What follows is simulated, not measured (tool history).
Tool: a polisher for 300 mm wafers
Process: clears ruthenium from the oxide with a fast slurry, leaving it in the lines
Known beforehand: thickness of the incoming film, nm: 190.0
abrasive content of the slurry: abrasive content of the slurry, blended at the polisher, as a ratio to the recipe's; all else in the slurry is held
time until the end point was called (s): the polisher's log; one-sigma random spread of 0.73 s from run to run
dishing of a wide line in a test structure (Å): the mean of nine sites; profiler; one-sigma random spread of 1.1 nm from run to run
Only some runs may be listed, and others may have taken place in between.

run,hour,flow of slurry (ml/min),pressure of the wafer on the pad (kPa),speed of the pad under the wafer (m/s),abrasive content of the slurry,overpolish time after the end point (s),time until the end point was called (s),dishing of a wide line in a test structure (Å)
1,0.0,190,18.6,1.02,1.00,17,56.516,485.75
2,5.2,190,18.6,1.02,1.10,17,52.642,507.23
3,12.8,190,20.7,1.02,1.10,18,48.259,578.26
4,20.4,190,20.7,1.02,1.10,21,47.424,659.10
5,21.1,190,16.5,1.02,1.10,21,57.608,540.95
6,26.5,190,16.5,1.02,1.15,21,55.230,558.85
7,31.1,190,18.6,1.04,1.15,21,51.024,609.18
8,33.4,190,20.0,1.06,1.15,21,47.164,663.74

The next listed run, before its measurement:
9,33.9,190,21.4,1.06,1.15,20,?,?

Run 9 yielded time until the end point was called (s) 42.903, dishing of a wide line in a test structure (Å) 687.17.
